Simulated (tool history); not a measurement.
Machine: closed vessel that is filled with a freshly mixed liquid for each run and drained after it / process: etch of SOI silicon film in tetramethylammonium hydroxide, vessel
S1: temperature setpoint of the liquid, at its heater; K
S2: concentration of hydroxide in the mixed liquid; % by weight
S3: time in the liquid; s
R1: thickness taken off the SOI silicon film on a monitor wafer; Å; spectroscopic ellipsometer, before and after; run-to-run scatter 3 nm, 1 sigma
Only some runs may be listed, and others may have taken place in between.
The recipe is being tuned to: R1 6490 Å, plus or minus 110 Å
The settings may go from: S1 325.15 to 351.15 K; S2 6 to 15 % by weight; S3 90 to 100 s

| run | hour | S1 | S2 | S3 | R1 |
|---|---|---|---|---|---|
| 1 | 0 | 338.15 | 10 | 90 | 5153.1 |
| 2 | 2.5 | 338.15 | 10 | 100 | 5730.5 |
| 3 | 6.6 | 343.65 | 10 | 100 | 7832.5 |
| 4 | 9.5 | 346.15 | 10 | 100 | 9108.4 |
| 5 | 13.9 | 344.65 | 10 | 100 | 8346.5 |
| 6 | 19.2 | 343.65 | 10 | 100 | 7981.9 |
| 7 | 20.5 | 342.65 | 10 | 100 | 7417.6 |
| 8 | 21 | 342.15 | 10 | 100 | 7269 |
|  | 26.9 | thermometer replaced |
| 9 | 26.9 | 341.65 | 10 | 100 | 6225.7 |

Which single option among these 4 for the next run brings every result within its allowed miss of target? Just one does.
| A | 32.8 | 342.65 | 12.5 | 100 | ? |
| B | 32.8 | 343.65 | 10.5 | 90 | ? |
| C | 32.8 | 341.65 | 9 | 100 | ? |
| D | 32.8 | 342.15 | 10 | 95 | ? |

| move | R1 |
|---|---|
| A | 6048 |
| B | 6169.7 |
| C | 6452.7 |
| D | 6058.8 |
A: moves away from the targets compared with the last run
B: moves away from the targets compared with the last run
C: all results in spec
D: moves away from the targets compared with the last run
So the answer is move C, the one that meets all the targets.
